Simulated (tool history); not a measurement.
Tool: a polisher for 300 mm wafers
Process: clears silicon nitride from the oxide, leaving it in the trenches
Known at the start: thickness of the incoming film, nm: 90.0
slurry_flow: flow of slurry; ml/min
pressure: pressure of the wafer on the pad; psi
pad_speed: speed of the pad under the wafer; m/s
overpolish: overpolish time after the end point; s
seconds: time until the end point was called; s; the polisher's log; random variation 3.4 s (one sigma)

run  hour  slurry_flow  pressure  pad_speed  overpolish  seconds
  1     0          280       3.3        0.9          13   90.151
  2   1.5          280       3.1       0.88          13   98.317
  3   6.9          280       3.1       1.04          13    86.21
  4   8.2          280       2.9          1          13   94.167
  5  16.6          280       2.7       0.96          13   102.24
     22.8  -- slurry nozzle cleaned
  6  22.8          280       2.7       0.88          13   107.27
  7  24.6          280       2.5       0.84          13   117.27
  8  26.5          280       2.4        0.8          13   132.82
  9  33.2          280       2.4        0.8          13    129.9
 10  41.3          280       2.3       0.78          13   138.56
 11  49.9          280       2.2       0.78          13   143.12
 12  58.7          280       2.1       0.78          13   149.21

Forecast run 13:
 13  59.4          280         2       0.78          13        ?

{"run 13": {"seconds": 155.18}}
